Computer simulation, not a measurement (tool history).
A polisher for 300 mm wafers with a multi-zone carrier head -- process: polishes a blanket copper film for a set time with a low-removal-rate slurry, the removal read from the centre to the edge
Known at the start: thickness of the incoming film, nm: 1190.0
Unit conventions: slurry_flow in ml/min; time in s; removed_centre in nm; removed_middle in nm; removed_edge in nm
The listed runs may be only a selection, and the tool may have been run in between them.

{"run": 1, "hour": 0.0, "slurry_flow": 145, "centre_zone": 1.0, "middle_zone": 1.0, "edge_zone": 1.0, "slurry_solids": 1.0, "time": 58, "removed_centre": 208.06, "removed_middle": 206.36, "removed_edge": 212.37}
{"run": 2, "hour": 0.7, "slurry_flow": 145, "centre_zone": 1.0, "middle_zone": 1.0, "edge_zone": 1.0, "slurry_solids": 1.0, "time": 67, "removed_centre": 236.92, "removed_middle": 238.3, "removed_edge": 239.58}
{"run": 3, "hour": 9.3, "slurry_flow": 145, "centre_zone": 1.0, "middle_zone": 1.0, "edge_zone": 0.95, "slurry_solids": 1.0, "time": 67, "removed_centre": 240.42, "removed_middle": 236.75, "removed_edge": 237.9}
{"run": 4, "hour": 10.2, "slurry_flow": 145, "centre_zone": 1.0, "middle_zone": 1.0, "edge_zone": 0.95, "slurry_solids": 1.0, "time": 56, "removed_centre": 199.19, "removed_middle": 197.91, "removed_edge": 197.23}
{"run": 5, "hour": 12.8, "slurry_flow": 135, "centre_zone": 0.98, "middle_zone": 0.98, "edge_zone": 0.96, "slurry_solids": 1.0, "time": 56, "removed_centre": 190.97, "removed_middle": 193.96, "removed_edge": 196.28}
{"run": 6, "hour": 19.3, "slurry_flow": 165, "centre_zone": 0.98, "middle_zone": 0.98, "edge_zone": 0.96, "slurry_solids": 1.0, "time": 56, "removed_centre": 198.96, "removed_middle": 203.82, "removed_edge": 206.55}
{"run": 7, "hour": 23.7, "slurry_flow": 155, "centre_zone": 0.97, "middle_zone": 0.96, "edge_zone": 0.97, "slurry_solids": 1.0, "time": 56, "removed_centre": 198.14, "removed_middle": 195.7, "removed_edge": 201.81}
{"run": 8, "hour": 26.7, "slurry_flow": 145, "centre_zone": 0.95, "middle_zone": 0.95, "edge_zone": 1.0, "slurry_solids": 1.0, "time": 56, "removed_centre": 191.38, "removed_middle": 193.72, "removed_edge": 200.05}
{"run": 9, "hour": 30.1, "slurry_flow": 105, "centre_zone": 0.85, "middle_zone": 0.85, "edge_zone": 1.1, "slurry_solids": 1.0, "time": 56, "removed_centre": 154.3, "removed_middle": 168.0, "removed_edge": 202.26}

Run 10, settings as shown, results not yet in. Your forecast:
{"run": 10, "hour": 39.0, "slurry_flow": 110, "centre_zone": 0.86, "middle_zone": 0.85, "edge_zone": 1.09, "slurry_solids": 1.0, "time": 56, "removed_centre": "?", "removed_middle": "?", "removed_edge": "?"}

removed_centre: 156.26 nm
removed_middle: 169.01 nm
removed_edge: 200.20 nm

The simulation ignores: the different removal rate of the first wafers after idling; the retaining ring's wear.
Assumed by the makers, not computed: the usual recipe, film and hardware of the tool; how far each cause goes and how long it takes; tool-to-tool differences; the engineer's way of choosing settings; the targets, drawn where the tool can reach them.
